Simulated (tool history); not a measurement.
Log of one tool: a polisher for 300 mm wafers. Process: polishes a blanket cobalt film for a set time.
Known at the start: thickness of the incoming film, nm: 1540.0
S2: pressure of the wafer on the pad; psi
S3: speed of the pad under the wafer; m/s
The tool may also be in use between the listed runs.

run 1 hour=0 | flow_of_slurry_(ml/min)=290 S2=1.6 S3=1.2 polishing_time_(s)=49 | film_removed_(nm)=240.82
run 2 hour=8.7 | flow_of_slurry_(ml/min)=240 S2=1.6 S3=1.2 polishing_time_(s)=49 | film_removed_(nm)=238.42
run 3 hour=12.3 | flow_of_slurry_(ml/min)=240 S2=1.8 S3=1.2 polishing_time_(s)=49 | film_removed_(nm)=266.81
run 4 hour=15.5 | flow_of_slurry_(ml/min)=240 S2=1.8 S3=1.2 polishing_time_(s)=49 | film_removed_(nm)=257.04
run 5 hour=20.8 | flow_of_slurry_(ml/min)=240 S2=2.2 S3=1.2 polishing_time_(s)=49 | film_removed_(nm)=313.63
-- hour=22.6 slurry nozzle cleaned
run 6 hour=22.6 | flow_of_slurry_(ml/min)=240 S2=2.2 S3=1.1 polishing_time_(s)=49 | film_removed_(nm)=327.2
run 7 hour=25.6 | flow_of_slurry_(ml/min)=245 S2=2.3 S3=1.14 polishing_time_(s)=49 | film_removed_(nm)=341.03
run 8 hour=31.9 | flow_of_slurry_(ml/min)=245 S2=2.4 S3=1.16 polishing_time_(s)=49 | film_removed_(nm)=362.19

Run 9 comes next. What will it give?
run 9 hour=39.9 | flow_of_slurry_(ml/min)=245 S2=2.6 S3=1.26 polishing_time_(s)=49 | film_removed_(nm)=?

Run 9 gave film removed (nm) 412.51.
